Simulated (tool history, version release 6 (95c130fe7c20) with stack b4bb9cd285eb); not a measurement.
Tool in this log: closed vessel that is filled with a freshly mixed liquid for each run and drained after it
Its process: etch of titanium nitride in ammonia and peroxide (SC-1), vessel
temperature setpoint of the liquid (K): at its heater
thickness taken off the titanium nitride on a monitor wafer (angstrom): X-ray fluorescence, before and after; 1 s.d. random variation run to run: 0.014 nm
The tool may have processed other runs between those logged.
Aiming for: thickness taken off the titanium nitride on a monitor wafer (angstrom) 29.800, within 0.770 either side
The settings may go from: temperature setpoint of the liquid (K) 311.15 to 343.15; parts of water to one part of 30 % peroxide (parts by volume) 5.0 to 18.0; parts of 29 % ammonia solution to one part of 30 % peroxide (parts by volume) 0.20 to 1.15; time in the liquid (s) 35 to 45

run	hour	temperature setpoint of the liquid (K)	parts of water to one part of 30 % peroxide (parts by volume)	parts of 29 % ammonia solution to one part of 30 % peroxide (parts by volume)	time in the liquid (s)	thickness taken off the titanium nitride on a monitor wafer (angstrom)
1	0.0	327.15	10.0	0.65	45	36.873
2	4.7	327.15	10.0	0.85	45	39.157
3	12.5	332.15	10.0	0.85	45	54.026
4	18.5	332.15	10.0	0.85	45	54.098
5	22.4	329.65	10.0	0.85	45	45.525
6	25.2	327.65	10.0	0.85	45	39.978
7	29.7	326.15	10.0	0.85	45	36.098
8	38.9	325.15	10.0	0.85	45	33.694
9	43.1	324.65	10.0	0.85	45	32.571
10	49.8	324.15	10.0	0.85	45	31.567

4 candidate next runs follow, results not yet known. Just one meets every target within its allowed miss. Identify it.
A	56.5	326.65	9.0	0.95	35	?
B	56.5	322.15	7.5	0.90	45	?
C	56.5	321.65	8.0	0.90	45	?
D	56.5	322.15	5.0	0.90	40	?

move	thickness taken off the titanium nitride on a monitor wafer (angstrom)
A	31.228
B	31.889
C	29.846
D	34.124
A: nearer the targets than the last run, but a result is still out of spec
B: the biggest miss grows against the last run
C: all results in spec
D: the biggest miss grows against the last run
Go with C: it meets all targets.

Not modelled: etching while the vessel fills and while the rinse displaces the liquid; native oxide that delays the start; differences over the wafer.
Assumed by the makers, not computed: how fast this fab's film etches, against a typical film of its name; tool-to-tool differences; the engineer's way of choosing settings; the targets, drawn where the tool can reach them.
